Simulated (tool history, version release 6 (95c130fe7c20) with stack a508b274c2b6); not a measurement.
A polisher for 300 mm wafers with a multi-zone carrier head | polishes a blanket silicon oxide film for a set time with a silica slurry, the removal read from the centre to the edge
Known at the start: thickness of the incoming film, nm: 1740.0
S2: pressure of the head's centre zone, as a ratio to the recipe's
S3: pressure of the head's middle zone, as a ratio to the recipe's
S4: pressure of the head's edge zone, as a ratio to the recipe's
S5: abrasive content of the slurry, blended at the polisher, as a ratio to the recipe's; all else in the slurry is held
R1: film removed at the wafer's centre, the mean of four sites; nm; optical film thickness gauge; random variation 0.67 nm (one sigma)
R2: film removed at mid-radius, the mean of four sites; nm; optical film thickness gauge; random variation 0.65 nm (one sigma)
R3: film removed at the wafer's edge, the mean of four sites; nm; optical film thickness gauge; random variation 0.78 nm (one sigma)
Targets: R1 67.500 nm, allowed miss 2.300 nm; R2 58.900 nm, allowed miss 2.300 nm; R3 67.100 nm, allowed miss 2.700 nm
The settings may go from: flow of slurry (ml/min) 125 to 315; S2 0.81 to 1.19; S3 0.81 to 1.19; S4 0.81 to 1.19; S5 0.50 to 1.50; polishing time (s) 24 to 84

{"run": 1, "hour": 0.0, "flow of slurry (ml/min)": 205, "S2": 1.0, "S3": 1.0, "S4": 1.0, "S5": 1.0, "polishing time (s)": 54, "R1": 122.98, "R2": 119.97, "R3": 121.26}
{"run": 2, "hour": 4.2, "flow of slurry (ml/min)": 205, "S2": 1.04, "S3": 1.0, "S4": 1.0, "S5": 1.0, "polishing time (s)": 54, "R1": 127.03, "R2": 121.64, "R3": 121.79}
{"run": 3, "hour": 7.3, "flow of slurry (ml/min)": 205, "S2": 1.04, "S3": 1.0, "S4": 1.05, "S5": 1.0, "polishing time (s)": 54, "R1": 125.58, "R2": 121.72, "R3": 122.12}
{"run": 4, "hour": 7.9, "flow of slurry (ml/min)": 200, "S2": 1.03, "S3": 0.96, "S4": 1.04, "S5": 0.85, "polishing time (s)": 47, "R1": 98.651, "R2": 91.018, "R3": 94.534}
{"run": 5, "hour": 14.6, "flow of slurry (ml/min)": 200, "S2": 1.03, "S3": 0.96, "S4": 1.04, "S5": 0.75, "polishing time (s)": 47, "R1": 89.229, "R2": 85.85, "R3": 88.824}
{"run": 6, "hour": 19.3, "flow of slurry (ml/min)": 200, "S2": 1.03, "S3": 1.01, "S4": 1.04, "S5": 0.75, "polishing time (s)": 47, "R1": 88.549, "R2": 86.954, "R3": 88.419}
{"run": 7, "hour": 25.8, "flow of slurry (ml/min)": 190, "S2": 1.03, "S3": 0.95, "S4": 1.05, "S5": 0.65, "polishing time (s)": 45, "R1": 76.657, "R2": 69.182, "R3": 74.164}
{"run": 8, "hour": 27.2, "flow of slurry (ml/min)": 140, "S2": 0.98, "S3": 0.87, "S4": 1.04, "S5": 0.65, "polishing time (s)": 45, "R1": 66.716, "R2": 61.429, "R3": 72.751}
{"run": 9, "hour": 32.6, "flow of slurry (ml/min)": 140, "S2": 0.99, "S3": 0.87, "S4": 1.01, "S5": 0.65, "polishing time (s)": 45, "R1": 68.258, "R2": 61.046, "R3": 70.139}
{"run": 10, "hour": 41.1, "flow of slurry (ml/min)": 135, "S2": 0.99, "S3": 0.85, "S4": 0.97, "S5": 0.6, "polishing time (s)": 45, "R1": 62.22, "R2": 55.049, "R3": 64.99}
{"run": 11, "hour": 45.1, "flow of slurry (ml/min)": 150, "S2": 1.0, "S3": 0.86, "S4": 0.97, "S5": 0.6, "polishing time (s)": 45, "R1": 66.129, "R2": 56.249, "R3": 65.647}
{"run": 12, "hour": 50.0, "flow of slurry (ml/min)": 155, "S2": 1.0, "S3": 0.87, "S4": 0.97, "S5": 0.6, "polishing time (s)": 45, "R1": 65.445, "R2": 58.977, "R3": 65.467}
{"run": 13, "hour": 51.4, "flow of slurry (ml/min)": 155, "S2": 1.0, "S3": 0.87, "S4": 0.98, "S5": 0.6, "polishing time (s)": 45, "R1": 65.159, "R2": 58.774, "R3": 67.721}

Which of these 4 next moves meets every target?
{"run": "A", "hour": 52.8, "flow of slurry (ml/min)": 150, "S2": 0.91, "S3": 0.82, "S4": 1.04, "S5": 0.55, "polishing time (s)": 52, "R1": "?", "R2": "?", "R3": "?"}
{"run": "B", "hour": 52.8, "flow of slurry (ml/min)": 125, "S2": 1.13, "S3": 0.89, "S4": 1.02, "S5": 0.7, "polishing time (s)": 41, "R1": "?", "R2": "?", "R3": "?"}
{"run": "C", "hour": 52.8, "flow of slurry (ml/min)": 225, "S2": 1.04, "S3": 0.89, "S4": 1.07, "S5": 0.6, "polishing time (s)": 42, "R1": "?", "R2": "?", "R3": "?"}
{"run": "D", "hour": 52.8, "flow of slurry (ml/min)": 125, "S2": 0.93, "S3": 0.81, "S4": 1.02, "S5": 0.55, "polishing time (s)": 53, "R1": "?", "R2": "?", "R3": "?"}

move=A R1=62.088 R2=58.777 R3=71.161
move=B R1=72.227 R2=59.068 R3=67.142
move=C R1=67.955 R2=59.567 R3=67.055
move=D R1=61.358 R2=56.606 R3=69.519
A: further off than the last run
B: takes the result that was furthest off past its target
C: meets every target
D: further off than the last run
Move C is the one to make.
